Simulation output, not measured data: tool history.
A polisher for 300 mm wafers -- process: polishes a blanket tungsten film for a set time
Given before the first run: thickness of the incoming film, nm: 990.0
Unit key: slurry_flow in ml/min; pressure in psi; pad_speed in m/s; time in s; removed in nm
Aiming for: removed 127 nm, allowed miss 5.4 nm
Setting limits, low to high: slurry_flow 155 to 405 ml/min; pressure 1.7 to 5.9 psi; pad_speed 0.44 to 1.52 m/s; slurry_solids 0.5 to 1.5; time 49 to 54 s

run 1 hour=0 | slurry_flow=260 pressure=3.8 pad_speed=0.98 slurry_solids=1 time=54 | removed=200.51
run 2 hour=0.8 | slurry_flow=260 pressure=3.3 pad_speed=0.98 slurry_solids=1 time=54 | removed=178.24
run 3 hour=8.8 | slurry_flow=260 pressure=2.9 pad_speed=0.98 slurry_solids=1 time=54 | removed=160.21
run 4 hour=17.7 | slurry_flow=260 pressure=2.7 pad_speed=0.98 slurry_solids=1 time=54 | removed=156.49
run 5 hour=24.4 | slurry_flow=260 pressure=2.7 pad_speed=0.98 slurry_solids=1.1 time=54 | removed=159.15
run 6 hour=32.3 | slurry_flow=260 pressure=2.7 pad_speed=1.08 slurry_solids=1.1 time=54 | removed=172.41
run 7 hour=34.4 | slurry_flow=260 pressure=2.7 pad_speed=1.08 slurry_solids=1.1 time=54 | removed=173.8
-- hour=35.5 worn pad replaced by a new one
run 8 hour=35.5 | slurry_flow=260 pressure=2.4 pad_speed=1.06 slurry_solids=1.1 time=54 | removed=171.08
run 9 hour=36.8 | slurry_flow=260 pressure=1.7 pad_speed=0.8 slurry_solids=1.05 time=53 | removed=97.324
run 10 hour=37.8 | slurry_flow=260 pressure=2 pad_speed=0.8 slurry_solids=1.05 time=53 | removed=110.47
run 11 hour=44 | slurry_flow=260 pressure=2.2 pad_speed=0.8 slurry_solids=1.05 time=53 | removed=118.54
run 12 hour=48.6 | slurry_flow=260 pressure=2.3 pad_speed=0.8 slurry_solids=1.05 time=53 | removed=117.72

Exercise: of the 5 proposed moves below, exactly one satisfies all targets within the stated allowed misses. Which move is it?
run A hour=53.2 | slurry_flow=245 pressure=2.6 pad_speed=0.72 slurry_solids=0.95 time=54 | removed=?
run B hour=53.2 | slurry_flow=220 pressure=2.3 pad_speed=0.82 slurry_solids=1.05 time=50 | removed=?
run C hour=53.2 | slurry_flow=170 pressure=1.8 pad_speed=1.1 slurry_solids=1.05 time=52 | removed=?
run D hour=53.2 | slurry_flow=315 pressure=1.9 pad_speed=0.88 slurry_solids=1.1 time=52 | removed=?
run E hour=53.2 | slurry_flow=255 pressure=2.3 pad_speed=0.68 slurry_solids=1.3 time=49 | removed=?

move=A removed=117.06
move=B removed=114.72
move=C removed=129.5
move=D removed=118.21
move=E removed=102.12
A: moves away from the targets compared with the last run
B: moves away from the targets compared with the last run
C: hits every target within its allowed miss
D: better than the last run, though not everything is in spec
E: moves away from the targets compared with the last run
C is the move that brings every result within its allowed miss.

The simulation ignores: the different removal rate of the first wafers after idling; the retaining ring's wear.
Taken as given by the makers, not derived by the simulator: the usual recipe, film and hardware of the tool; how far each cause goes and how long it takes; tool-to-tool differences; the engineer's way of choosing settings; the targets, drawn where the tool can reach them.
